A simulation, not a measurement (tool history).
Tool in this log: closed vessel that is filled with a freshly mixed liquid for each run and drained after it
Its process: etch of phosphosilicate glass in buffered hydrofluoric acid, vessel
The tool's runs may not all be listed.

run  hour  temperature setpoint of the liquid (C)  parts of 40 % ammonium fluoride to one part of 49 % hydrofluoric acid (parts by volume)  time in the liquid (s)  thickness taken off the phosphosilicate glass on a monitor wafer (nm)
  1   0.0                                    21.0                                                                                     13.0                      85                                                                 362.75
  2   5.6                                    21.0                                                                                     10.5                      85                                                                 444.26
  3   9.6                                    19.5                                                                                     11.0                      85                                                                 388.27
  4  12.9                                    19.5                                                                                      8.5                      85                                                                 487.27
  5  18.1                                    18.5                                                                                      9.5                      85                                                                 416.73
  6  26.4                                    18.5                                                                                      6.0                      85                                                                 645.32
  7  27.9                                    18.0                                                                                      7.5                      85                                                                 512.73

Run 8 is up next; what results do you expect?
  8  33.6                                    17.5                                                                                      8.5                      85                                                                      ?

thickness taken off the phosphosilicate glass on a monitor wafer (nm): 434.72

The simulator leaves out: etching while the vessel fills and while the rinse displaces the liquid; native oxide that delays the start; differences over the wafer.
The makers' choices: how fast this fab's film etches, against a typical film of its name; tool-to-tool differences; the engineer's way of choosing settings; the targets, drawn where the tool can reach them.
